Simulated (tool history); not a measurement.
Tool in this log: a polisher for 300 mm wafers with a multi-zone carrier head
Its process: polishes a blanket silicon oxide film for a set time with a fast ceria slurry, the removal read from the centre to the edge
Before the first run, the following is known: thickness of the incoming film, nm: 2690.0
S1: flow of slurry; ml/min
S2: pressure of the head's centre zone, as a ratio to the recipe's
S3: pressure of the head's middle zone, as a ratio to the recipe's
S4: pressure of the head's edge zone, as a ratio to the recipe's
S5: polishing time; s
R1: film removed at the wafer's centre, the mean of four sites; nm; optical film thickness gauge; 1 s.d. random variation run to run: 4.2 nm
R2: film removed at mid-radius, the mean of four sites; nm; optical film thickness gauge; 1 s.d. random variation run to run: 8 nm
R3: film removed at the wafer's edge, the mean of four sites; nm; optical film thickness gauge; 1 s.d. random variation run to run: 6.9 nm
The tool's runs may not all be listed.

Run 1, day 0: S1 185 ml/min, S2 1, S3 1, S4 1, S5 56 s. Result: R1 719.4 nm, R2 729.64 nm, R3 728.81 nm.
Run 2, day 0.133: S1 160 ml/min, S2 1, S3 1, S4 1, S5 56 s. Result: R1 712.63 nm, R2 709.08 nm, R3 717.28 nm.
Run 3, day 0.417: S1 160 ml/min, S2 1, S3 1, S4 0.93, S5 56 s. Result: R1 712.03 nm, R2 712.64 nm, R3 677.54 nm.
Run 4, day 0.729: S1 155 ml/min, S2 0.99, S3 1, S4 0.93, S5 56 s. Result: R1 701.07 nm, R2 710.26 nm, R3 689.44 nm.
Run 5, day 0.904: S1 155 ml/min, S2 0.99, S3 1, S4 0.89, S5 56 s. Result: R1 695.69 nm, R2 707.4 nm, R3 685.05 nm.
At day 1.188: worn pad replaced by a new one.
Run 6, day 1.188: S1 195 ml/min, S2 0.99, S3 1, S4 0.89, S5 56 s. Result: R1 782.78 nm, R2 790.58 nm, R3 747.11 nm.
Run 7, day 1.35: S1 185 ml/min, S2 0.98, S3 1, S4 0.89, S5 56 s. Result: R1 756.17 nm, R2 788.12 nm, R3 751.04 nm.
Run 8, day 1.633: S1 175 ml/min, S2 0.97, S3 1, S4 0.89, S5 56 s. Result: R1 751.28 nm, R2 783.44 nm, R3 747.93 nm.
Run 9, day 1.871: S1 165 ml/min, S2 0.97, S3 1.01, S4 0.9, S5 56 s. Result: R1 755.16 nm, R2 778.98 nm, R3 749.82 nm.
Run 10, day 1.996: S1 165 ml/min, S2 0.96, S3 1.01, S4 0.9, S5 54 s. Result: R1 709.28 nm, R2 760.02 nm, R3 710.82 nm.
Run 11, day 2.225: S1 160 ml/min, S2 0.96, S3 1.01, S4 0.91, S5 54 s. Result: R1 704.36 nm, R2 743.22 nm, R3 718.1 nm.
Run 12, day 2.342: S1 155 ml/min, S2 0.96, S3 1.01, S4 0.91, S5 53 s. Result: R1 689.42 nm, R2 757.49 nm, R3 701 nm.

Predict the results of run 13:
Run 13, day 2.45: S1 150 ml/min, S2 0.96, S3 1.01, S4 0.92, S5 53 s. Result: R1 ?, R2 ?, R3 ?.

Run 13 came out at R1 688.42 nm, R2 750.27 nm, R3 714.15 nm.

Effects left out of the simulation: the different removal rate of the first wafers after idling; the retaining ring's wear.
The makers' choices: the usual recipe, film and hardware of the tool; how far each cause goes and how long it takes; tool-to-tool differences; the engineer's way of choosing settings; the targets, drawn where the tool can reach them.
